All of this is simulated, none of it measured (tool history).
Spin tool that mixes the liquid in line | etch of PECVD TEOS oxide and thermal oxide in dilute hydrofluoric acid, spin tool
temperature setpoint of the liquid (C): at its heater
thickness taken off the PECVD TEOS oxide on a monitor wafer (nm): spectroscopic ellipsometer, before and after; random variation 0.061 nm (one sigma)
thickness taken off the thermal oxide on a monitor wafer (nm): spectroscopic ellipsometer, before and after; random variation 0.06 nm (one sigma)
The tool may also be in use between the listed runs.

| run | day | temperature setpoint of the liquid (C) | parts of water to one part of 49 % hydrofluoric acid (parts by volume) | time under the liquid (s) | thickness taken off the PECVD TEOS oxide on a monitor wafer (nm) | thickness taken off the thermal oxide on a monitor wafer (nm) |
|---|---|---|---|---|---|---|
| 1 | 0.000 | 21.0 | 145 | 180 | 12.326 | 5.4501 |
| 2 | 0.183 | 22.5 | 145 | 180 | 13.085 | 5.7655 |
| 3 | 0.300 | 19.0 | 145 | 180 | 11.376 | 5.0185 |
| 4 | 0.467 | 21.0 | 145 | 180 | 12.359 | 5.4730 |
| 5 | 0.533 | 22.5 | 145 | 180 | 13.036 | 5.7517 |
| 6 | 0.721 | 22.5 | 125 | 180 | 15.562 | 6.7859 |
| 7 | 1.075 | 22.5 | 125 | 180 | 15.352 | 6.9152 |

The next listed run, before its measurement:
| 8 | 1.446 | 23.0 | 125 | 180 | ? | ? |

thickness taken off the PECVD TEOS oxide on a monitor wafer (nm): 15.770
thickness taken off the thermal oxide on a monitor wafer (nm): 7.0108
